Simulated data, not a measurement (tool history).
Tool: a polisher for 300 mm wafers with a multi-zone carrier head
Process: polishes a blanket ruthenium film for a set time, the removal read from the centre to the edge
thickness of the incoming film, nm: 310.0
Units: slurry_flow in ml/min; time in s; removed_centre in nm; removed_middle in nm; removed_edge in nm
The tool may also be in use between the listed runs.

{"run": 1, "hour": 0.0, "slurry_flow": 315, "centre_zone": 1.0, "middle_zone": 1.0, "edge_zone": 1.0, "time": 71, "removed_centre": 113.09, "removed_middle": 115.91, "removed_edge": 114.68}
{"run": 2, "hour": 2.7, "slurry_flow": 315, "centre_zone": 1.01, "middle_zone": 1.0, "edge_zone": 1.01, "time": 72, "removed_centre": 114.31, "removed_middle": 115.28, "removed_edge": 117.21}
{"run": 3, "hour": 3.5, "slurry_flow": 315, "centre_zone": 1.01, "middle_zone": 0.93, "edge_zone": 1.01, "time": 72, "removed_centre": 114.25, "removed_middle": 110.11, "removed_edge": 117.6}
{"run": 4, "hour": 10.5, "slurry_flow": 385, "centre_zone": 1.01, "middle_zone": 0.93, "edge_zone": 1.01, "time": 72, "removed_centre": 113.83, "removed_middle": 111.66, "removed_edge": 114.57}
{"run": 5, "hour": 15.3, "slurry_flow": 310, "centre_zone": 1.01, "middle_zone": 0.93, "edge_zone": 1.01, "time": 72, "removed_centre": 113.05, "removed_middle": 111.74, "removed_edge": 117.02}
{"run": 6, "hour": 23.6, "slurry_flow": 310, "centre_zone": 1.01, "middle_zone": 0.88, "edge_zone": 1.01, "time": 72, "removed_centre": 111.68, "removed_middle": 104.11, "removed_edge": 121.2}
{"run": 7, "hour": 24.9, "slurry_flow": 310, "centre_zone": 1.02, "middle_zone": 0.89, "edge_zone": 1.01, "time": 73, "removed_centre": 115.76, "removed_middle": 108.26, "removed_edge": 116.73}
{"run": 8, "hour": 33.2, "slurry_flow": 310, "centre_zone": 1.02, "middle_zone": 0.9, "edge_zone": 1.02, "time": 74, "removed_centre": 118.89, "removed_middle": 108.5, "removed_edge": 118.21}
{"run": 9, "hour": 38.8, "slurry_flow": 310, "centre_zone": 1.02, "middle_zone": 0.91, "edge_zone": 1.02, "time": 75, "removed_centre": 120.65, "removed_middle": 112.8, "removed_edge": 119.7}
{"run": 10, "hour": 47.7, "slurry_flow": 310, "centre_zone": 1.02, "middle_zone": 0.91, "edge_zone": 1.02, "time": 76, "removed_centre": 121.86, "removed_middle": 111.72, "removed_edge": 120.74}

The next listed run, before its measurement:
{"run": 11, "hour": 54.6, "slurry_flow": 310, "centre_zone": 1.02, "middle_zone": 0.92, "edge_zone": 1.02, "time": 77, "removed_centre": "?", "removed_middle": "?", "removed_edge": "?"}

removed_centre: 124.21 nm
removed_middle: 116.19 nm
removed_edge: 126.16 nm

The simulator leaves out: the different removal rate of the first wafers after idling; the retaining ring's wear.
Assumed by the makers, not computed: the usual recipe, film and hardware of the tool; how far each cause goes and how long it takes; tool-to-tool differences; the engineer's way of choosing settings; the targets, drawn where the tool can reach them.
